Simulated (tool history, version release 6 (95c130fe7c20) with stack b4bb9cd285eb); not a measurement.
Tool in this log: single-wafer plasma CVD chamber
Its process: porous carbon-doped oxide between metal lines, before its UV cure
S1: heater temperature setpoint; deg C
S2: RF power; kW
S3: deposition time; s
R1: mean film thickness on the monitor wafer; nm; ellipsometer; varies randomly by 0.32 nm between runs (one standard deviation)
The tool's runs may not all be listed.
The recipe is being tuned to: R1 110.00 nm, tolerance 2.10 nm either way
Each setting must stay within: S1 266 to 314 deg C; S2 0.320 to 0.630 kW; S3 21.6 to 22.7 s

| run | hour | S1 | S2 | S3 | R1 |
|---|---|---|---|---|---|
| 1 | 0.0 | 290 | 0.475 | 22.7 | 122.46 |
| 2 | 6.1 | 293 | 0.475 | 22.7 | 119.98 |
| 3 | 14.4 | 295 | 0.475 | 22.7 | 119.70 |
| 4 | 15.7 | 295 | 0.445 | 22.7 | 113.76 |
| 5 | 17.0 | 295 | 0.500 | 22.7 | 123.15 |
| 6 | 22.5 | 295 | 0.475 | 22.7 | 118.78 |
| 7 | 30.3 | 297 | 0.475 | 22.7 | 117.12 |
| 8 | 35.1 | 299 | 0.475 | 22.7 | 116.13 |
| 9 | 42.9 | 300 | 0.475 | 22.7 | 115.45 |
|  | 48.5 | thermocouple changed; heater temperature recalibrated |
| 10 | 48.5 | 301 | 0.475 | 22.7 | 117.11 |
| 11 | 51.9 | 302 | 0.470 | 22.7 | 116.57 |
| 12 | 58.9 | 303 | 0.465 | 22.7 | 113.97 |
| 13 | 65.8 | 304 | 0.465 | 22.7 | 113.83 |
| 14 | 67.2 | 305 | 0.465 | 22.7 | 112.87 |

4 next moves are on the table. One of them brings every result within its allowed miss. Which?
| A | 68.6 | 294 | 0.400 | 22.4 | ? |
| B | 68.6 | 310 | 0.490 | 22.1 | ? |
| C | 68.6 | 307 | 0.460 | 21.8 | ? |
| D | 68.6 | 310 | 0.470 | 21.9 | ? |

| move | R1 |
|---|---|
| A | 106.75 |
| B | 110.88 |
| C | 106.70 |
| D | 106.82 |
A: moves the result that the last run missed by most past its target, out the other side
B: in spec on every target
C: moves the result that the last run missed by most past its target, out the other side
D: moves the result that the last run missed by most past its target, out the other side
The right move is B.

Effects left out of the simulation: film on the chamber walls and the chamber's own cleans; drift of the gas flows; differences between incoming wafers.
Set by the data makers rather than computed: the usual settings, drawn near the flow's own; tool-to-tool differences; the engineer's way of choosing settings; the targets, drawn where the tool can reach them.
